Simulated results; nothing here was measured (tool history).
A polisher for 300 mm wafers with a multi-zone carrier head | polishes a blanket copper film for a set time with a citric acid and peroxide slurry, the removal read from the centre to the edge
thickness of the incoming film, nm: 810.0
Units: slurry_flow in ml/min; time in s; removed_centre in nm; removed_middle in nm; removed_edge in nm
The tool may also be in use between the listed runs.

Run 1, hour 0: slurry_flow 215 ml/min, centre_zone 1, middle_zone 1, edge_zone 1, slurry_solids 1, time 44 s. Result: removed_centre 75.004 nm, removed_middle 74.132 nm, removed_edge 78.174 nm.
Run 2, hour 8.5: slurry_flow 205 ml/min, centre_zone 1.03, middle_zone 0.96, edge_zone 0.98, slurry_solids 1, time 44 s. Result: removed_centre 79.333 nm, removed_middle 70.36 nm, removed_edge 78.027 nm.
Run 3, hour 14.2: slurry_flow 205 ml/min, centre_zone 1.09, middle_zone 0.96, edge_zone 0.98, slurry_solids 1, time 44 s. Result: removed_centre 83.586 nm, removed_middle 71.046 nm, removed_edge 78.658 nm.
Run 4, hour 19.4: slurry_flow 240 ml/min, centre_zone 1.09, middle_zone 0.96, edge_zone 0.98, slurry_solids 1, time 44 s. Result: removed_centre 85.349 nm, removed_middle 71.755 nm, removed_edge 79.047 nm.
Run 5, hour 26.1: slurry_flow 235 ml/min, centre_zone 1.08, middle_zone 0.94, edge_zone 0.96, slurry_solids 0.95, time 44 s. Result: removed_centre 83.811 nm, removed_middle 68.812 nm, removed_edge 78.054 nm.
Run 6, hour 34.9: slurry_flow 235 ml/min, centre_zone 1.08, middle_zone 0.94, edge_zone 0.89, slurry_solids 0.95, time 44 s. Result: removed_centre 84.387 nm, removed_middle 70.629 nm, removed_edge 73.348 nm.
Run 7, hour 40.1: slurry_flow 230 ml/min, centre_zone 1.07, middle_zone 0.92, edge_zone 0.9, slurry_solids 0.95, time 44 s. Result: removed_centre 80.27 nm, removed_middle 67.845 nm, removed_edge 73.828 nm.

The next listed run, before its measurement:
Run 8, hour 42.4: slurry_flow 230 ml/min, centre_zone 1.07, middle_zone 0.91, edge_zone 0.9, slurry_solids 0.95, time 44 s. Result: removed_centre ?, removed_middle ?, removed_edge ?.

{"run 8": {"removed_centre": 80.946, "removed_middle": 67.458, "removed_edge": 74.756}}
